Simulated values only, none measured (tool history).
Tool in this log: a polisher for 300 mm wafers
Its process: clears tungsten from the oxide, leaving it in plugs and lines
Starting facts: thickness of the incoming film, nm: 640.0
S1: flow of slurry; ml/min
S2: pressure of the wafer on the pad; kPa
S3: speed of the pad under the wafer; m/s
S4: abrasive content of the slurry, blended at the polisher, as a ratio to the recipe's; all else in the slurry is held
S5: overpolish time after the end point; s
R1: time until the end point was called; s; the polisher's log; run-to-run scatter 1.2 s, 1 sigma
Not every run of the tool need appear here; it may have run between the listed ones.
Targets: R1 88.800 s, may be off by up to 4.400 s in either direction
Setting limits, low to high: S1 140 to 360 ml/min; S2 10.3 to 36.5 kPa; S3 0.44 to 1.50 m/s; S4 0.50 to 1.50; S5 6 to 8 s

Run 1, hour 0.0: S1 230 ml/min, S2 23.4 kPa, S3 0.96 m/s, S4 1.00, S5 8 s. Result: R1 133.970 s.
Run 2, hour 3.5: S1 230 ml/min, S2 24.8 kPa, S3 0.96 m/s, S4 1.00, S5 8 s. Result: R1 122.420 s.
Run 3, hour 7.5: S1 230 ml/min, S2 24.8 kPa, S3 0.96 m/s, S4 1.10, S5 8 s. Result: R1 124.540 s.
Run 4, hour 11.8: S1 230 ml/min, S2 24.8 kPa, S3 0.84 m/s, S4 1.10, S5 8 s. Result: R1 140.970 s.
Run 5, hour 16.6: S1 250 ml/min, S2 24.8 kPa, S3 0.84 m/s, S4 1.10, S5 8 s. Result: R1 139.650 s.
Run 6, hour 20.4: S1 250 ml/min, S2 26.2 kPa, S3 0.84 m/s, S4 1.10, S5 8 s. Result: R1 133.920 s.
Run 7, hour 21.8: S1 250 ml/min, S2 27.6 kPa, S3 0.84 m/s, S4 1.10, S5 8 s. Result: R1 127.290 s.
Run 8, hour 25.3: S1 250 ml/min, S2 27.6 kPa, S3 0.84 m/s, S4 1.10, S5 8 s. Result: R1 126.510 s.
At hour 26.8: slurry blender recalibrated.
Run 9, hour 26.8: S1 250 ml/min, S2 29.0 kPa, S3 0.84 m/s, S4 1.10, S5 8 s. Result: R1 113.770 s.
Run 10, hour 28.2: S1 250 ml/min, S2 29.0 kPa, S3 0.84 m/s, S4 1.10, S5 8 s. Result: R1 117.290 s.
Run 11, hour 31.6: S1 250 ml/min, S2 29.6 kPa, S3 0.84 m/s, S4 1.10, S5 8 s. Result: R1 112.350 s.
Run 12, hour 37.1: S1 250 ml/min, S2 30.3 kPa, S3 0.84 m/s, S4 1.10, S5 8 s. Result: R1 109.070 s.
Run 13, hour 38.0: S1 250 ml/min, S2 31.0 kPa, S3 0.84 m/s, S4 1.10, S5 8 s. Result: R1 107.560 s.

4 candidate next runs follow, results not yet known. Just one meets every target within its allowed miss. Identify it.
Run A, hour 38.9: S1 270 ml/min, S2 34.5 kPa, S3 1.00 m/s, S4 1.25, S5 8 s. Result: R1 ?.
Run B, hour 38.9: S1 230 ml/min, S2 22.8 kPa, S3 0.88 m/s, S4 1.15, S5 8 s. Result: R1 ?.
Run C, hour 38.9: S1 225 ml/min, S2 34.5 kPa, S3 0.96 m/s, S4 0.95, S5 8 s. Result: R1 ?.
Run D, hour 38.9: S1 185 ml/min, S2 28.3 kPa, S3 1.04 m/s, S4 1.15, S5 8 s. Result: R1 ?.

move       R1
   A   79.519
   B  139.470
   C   88.449
   D   99.125
A: takes the biggest miss from the last run beyond its target
B: lands further from the targets than the last run did
C: each result inside its tolerance
D: moves toward the targets from the last run without getting all of them in spec
Go with C: it meets all targets.

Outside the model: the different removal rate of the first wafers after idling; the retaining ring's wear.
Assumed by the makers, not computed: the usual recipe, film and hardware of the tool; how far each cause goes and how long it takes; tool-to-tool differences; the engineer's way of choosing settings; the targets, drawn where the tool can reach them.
